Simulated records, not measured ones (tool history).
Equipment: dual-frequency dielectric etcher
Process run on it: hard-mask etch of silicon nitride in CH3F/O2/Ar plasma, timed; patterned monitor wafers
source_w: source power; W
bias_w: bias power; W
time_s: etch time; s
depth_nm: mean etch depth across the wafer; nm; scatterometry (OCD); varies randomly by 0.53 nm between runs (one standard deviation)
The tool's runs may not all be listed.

Run 1, hour 0: source_w 520 W, bias_w 52 W, time_s 128 s. Result: depth_nm 94.645 nm.
Run 2, hour 3.3: source_w 500 W, bias_w 51 W, time_s 127.5 s. Result: depth_nm 92.473 nm.
Run 3, hour 8.7: source_w 500 W, bias_w 60 W, time_s 127.5 s. Result: depth_nm 95.482 nm.
Run 4, hour 13: source_w 500 W, bias_w 65 W, time_s 127.5 s. Result: depth_nm 98.114 nm.
Run 5, hour 15.2: source_w 480 W, bias_w 63 W, time_s 126 s. Result: depth_nm 94.64 nm.
Run 6, hour 23.1: source_w 480 W, bias_w 63 W, time_s 128 s. Result: depth_nm 95.651 nm.
Run 7, hour 27.7: source_w 460 W, bias_w 62 W, time_s 127 s. Result: depth_nm 92.063 nm.

Run 8, settings as shown, results not yet in. Your forecast:
Run 8, hour 29.4: source_w 360 W, bias_w 55 W, time_s 124.5 s. Result: depth_nm ?.

{"run 8": {"depth_nm": 80.469}}

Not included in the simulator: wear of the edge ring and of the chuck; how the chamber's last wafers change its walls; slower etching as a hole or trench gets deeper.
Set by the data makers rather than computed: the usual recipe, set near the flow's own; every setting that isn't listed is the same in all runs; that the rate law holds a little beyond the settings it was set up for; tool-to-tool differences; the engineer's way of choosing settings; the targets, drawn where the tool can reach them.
